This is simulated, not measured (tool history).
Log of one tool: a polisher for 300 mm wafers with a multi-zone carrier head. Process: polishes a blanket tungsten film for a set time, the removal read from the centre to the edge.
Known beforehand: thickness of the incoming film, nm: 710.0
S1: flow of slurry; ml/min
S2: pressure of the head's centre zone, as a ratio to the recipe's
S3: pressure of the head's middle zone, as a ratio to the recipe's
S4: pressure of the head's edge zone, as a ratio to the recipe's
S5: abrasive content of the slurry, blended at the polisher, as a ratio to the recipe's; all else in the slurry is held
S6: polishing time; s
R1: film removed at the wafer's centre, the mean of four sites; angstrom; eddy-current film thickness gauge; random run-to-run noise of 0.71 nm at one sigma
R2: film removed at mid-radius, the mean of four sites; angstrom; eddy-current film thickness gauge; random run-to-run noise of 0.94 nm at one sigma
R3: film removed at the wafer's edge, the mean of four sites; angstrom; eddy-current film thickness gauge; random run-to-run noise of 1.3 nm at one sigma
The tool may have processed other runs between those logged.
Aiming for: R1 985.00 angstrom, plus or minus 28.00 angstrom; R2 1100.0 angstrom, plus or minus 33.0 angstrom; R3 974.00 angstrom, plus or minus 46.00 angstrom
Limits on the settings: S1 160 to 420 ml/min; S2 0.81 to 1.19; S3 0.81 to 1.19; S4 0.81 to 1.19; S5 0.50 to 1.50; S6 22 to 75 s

| run | day | S1 | S2 | S3 | S4 | S5 | S6 | R1 | R2 | R3 |
|---|---|---|---|---|---|---|---|---|---|---|
| 1 | 0.000 | 270 | 1.00 | 1.00 | 1.00 | 1.00 | 48 | 1740.20 | 1624.3 | 1553.70 |
| 2 | 0.238 | 270 | 0.97 | 1.00 | 1.00 | 1.00 | 48 | 1648.80 | 1646.3 | 1573.10 |
| 3 | 0.592 | 270 | 0.96 | 1.00 | 0.97 | 0.90 | 45 | 1510.30 | 1493.6 | 1423.40 |
| 4 | 0.958 | 270 | 0.96 | 0.94 | 0.97 | 0.90 | 45 | 1508.80 | 1429.0 | 1421.10 |
| 5 | 1.238 | 270 | 0.94 | 0.96 | 0.94 | 0.80 | 43 | 1364.80 | 1317.1 | 1319.00 |
| 6 | 1.575 | 270 | 0.93 | 1.00 | 0.92 | 0.75 | 41 | 1294.40 | 1308.1 | 1236.00 |
| 7 | 1.600 | 270 | 0.92 | 1.01 | 0.90 | 0.70 | 40 | 1240.60 | 1298.2 | 1210.00 |
| 8 | 1.946 | 270 | 0.91 | 1.02 | 0.88 | 0.65 | 38 | 1142.90 | 1219.1 | 1122.10 |
| 9 | 2.079 | 270 | 0.91 | 1.02 | 0.87 | 0.60 | 37 | 1103.70 | 1155.5 | 1056.50 |
| 10 | 2.171 | 265 | 0.90 | 1.02 | 0.86 | 0.60 | 37 | 1079.10 | 1148.1 | 1051.90 |
| 11 | 2.475 | 250 | 0.89 | 1.03 | 0.85 | 0.60 | 37 | 1056.00 | 1157.4 | 1045.40 |
|  | 2.675 | centre zone pressure recalibrated |
| 12 | 2.675 | 250 | 0.89 | 1.03 | 0.85 | 0.60 | 37 | 1002.30 | 1147.1 | 1041.30 |
| 13 | 2.850 | 250 | 0.89 | 1.03 | 0.84 | 0.60 | 37 | 1003.60 | 1155.4 | 1032.40 |
| 14 | 3.225 | 250 | 0.90 | 1.03 | 0.83 | 0.60 | 37 | 1011.50 | 1171.1 | 1038.20 |
| 15 | 3.404 | 250 | 0.91 | 1.03 | 0.83 | 0.60 | 37 | 1031.30 | 1171.9 | 1022.50 |
| 16 | 3.467 | 245 | 0.91 | 1.02 | 0.83 | 0.60 | 37 | 1029.50 | 1149.0 | 1041.90 |
| 17 | 3.704 | 240 | 0.92 | 1.03 | 0.81 | 0.50 | 35 | 947.10 | 1067.5 | 967.07 |
| 18 | 3.783 | 245 | 0.92 | 1.03 | 0.81 | 0.50 | 35 | 957.20 | 1070.4 | 968.71 |
| 19 | 3.950 | 250 | 0.92 | 1.03 | 0.81 | 0.50 | 35 | 966.30 | 1075.2 | 962.37 |

Of the 4 settings listed for the next run, only one would bring every result within its allowed miss of target. Which one?
| A | 4.117 | 180 | 0.89 | 1.00 | 0.81 | 0.70 | 35 | ? | ? | ? |
| B | 4.117 | 360 | 0.91 | 1.09 | 0.82 | 0.55 | 32 | ? | ? | ? |
| C | 4.117 | 315 | 0.92 | 1.05 | 0.84 | 0.50 | 35 | ? | ? | ? |
| D | 4.117 | 355 | 0.92 | 0.95 | 0.81 | 0.60 | 34 | ? | ? | ? |

| move | R1 | R2 | R3 |
|---|---|---|---|
| A | 931.36 | 1027.4 | 956.32 |
| B | 925.57 | 1062.2 | 899.81 |
| C | 994.44 | 1095.0 | 966.23 |
| D | 1006.30 | 1017.8 | 968.00 |
A: further off than the last run
B: further off than the last run
C: all results land within tolerance of their targets
D: further off than the last run
Answer: C

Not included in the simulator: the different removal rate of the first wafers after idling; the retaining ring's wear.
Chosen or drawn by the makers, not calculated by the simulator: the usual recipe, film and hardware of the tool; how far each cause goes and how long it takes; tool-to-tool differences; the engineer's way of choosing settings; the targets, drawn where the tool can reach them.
